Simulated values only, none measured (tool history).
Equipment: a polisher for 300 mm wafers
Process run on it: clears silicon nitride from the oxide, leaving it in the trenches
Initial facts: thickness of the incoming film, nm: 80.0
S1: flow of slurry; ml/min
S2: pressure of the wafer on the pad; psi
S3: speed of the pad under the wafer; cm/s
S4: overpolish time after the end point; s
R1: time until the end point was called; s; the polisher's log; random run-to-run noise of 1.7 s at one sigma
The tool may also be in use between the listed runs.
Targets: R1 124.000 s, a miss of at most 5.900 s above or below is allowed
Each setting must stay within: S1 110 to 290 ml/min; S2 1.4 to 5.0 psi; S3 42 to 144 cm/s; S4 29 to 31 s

run 1 hour=0.0 | S1=185 S2=3.2 S3=92 S4=29 | R1=80.826
run 2 hour=7.8 | S1=185 S2=3.2 S3=112 S4=29 | R1=70.222
run 3 hour=11.2 | S1=185 S2=2.9 S3=110 S4=29 | R1=77.435
run 4 hour=15.0 | S1=185 S2=2.6 S3=110 S4=29 | R1=87.878
run 5 hour=22.4 | S1=185 S2=2.4 S3=110 S4=29 | R1=94.480
run 6 hour=27.7 | S1=185 S2=2.3 S3=110 S4=29 | R1=94.934
run 7 hour=29.8 | S1=185 S2=2.2 S3=110 S4=29 | R1=100.340
run 8 hour=36.2 | S1=185 S2=1.5 S3=108 S4=29 | R1=149.360
run 9 hour=41.5 | S1=185 S2=1.6 S3=108 S4=29 | R1=137.750
run 10 hour=48.8 | S1=185 S2=1.7 S3=108 S4=29 | R1=131.800

Exactly one of the 5 candidate moves below puts every result within its allowed miss. Which one?
run A hour=56.1 | S1=220 S2=2.0 S3=108 S4=31 | R1=?
run B hour=56.1 | S1=145 S2=2.4 S3=94 S4=29 | R1=?
run C hour=56.1 | S1=180 S2=2.1 S3=108 S4=29 | R1=?
run D hour=56.1 | S1=170 S2=1.8 S3=112 S4=29 | R1=?
run E hour=56.1 | S1=165 S2=2.2 S3=94 S4=29 | R1=?

move=A R1=110.630
move=B R1=107.180
move=C R1=108.050
move=D R1=122.940
move=E R1=114.520
A: the result that was furthest off in the last run now lies on the other side of its target
B: the result that was furthest off in the last run now lies on the other side of its target
C: the result that was furthest off in the last run now lies on the other side of its target
D: every result lands within tolerance
E: the result that was furthest off in the last run now lies on the other side of its target
The move that meets every target is D.

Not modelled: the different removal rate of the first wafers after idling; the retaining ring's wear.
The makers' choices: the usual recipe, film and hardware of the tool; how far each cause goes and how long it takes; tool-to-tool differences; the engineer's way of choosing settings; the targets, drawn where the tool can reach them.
